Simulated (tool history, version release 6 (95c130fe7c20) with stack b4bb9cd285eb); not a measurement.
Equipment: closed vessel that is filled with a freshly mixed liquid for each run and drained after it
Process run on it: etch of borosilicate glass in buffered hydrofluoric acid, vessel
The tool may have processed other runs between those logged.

| run | hour | temperature setpoint of the liquid (°C) | parts of 40 % ammonium fluoride to one part of 49 % hydrofluoric acid (parts by volume) | time in the liquid (s) | thickness taken off the borosilicate glass on a monitor wafer (Å) |
|---|---|---|---|---|---|
| 1 | 0.0 | 23.0 | 14.5 | 95 | 807.55 |
| 2 | 8.9 | 21.5 | 14.5 | 95 | 735.07 |
| 3 | 10.7 | 21.5 | 14.5 | 100 | 758.17 |
| 4 | 18.1 | 21.5 | 14.5 | 95 | 740.04 |
| 5 | 26.7 | 20.5 | 14.5 | 95 | 686.65 |
| 6 | 31.9 | 20.5 | 14.5 | 100 | 720.88 |

Run 7 comes next. What will it give?
| 7 | 39.0 | 19.5 | 14.5 | 100 | ? |

{"run 7": {"thickness taken off the borosilicate glass on a monitor wafer (Å)": 686.58}}
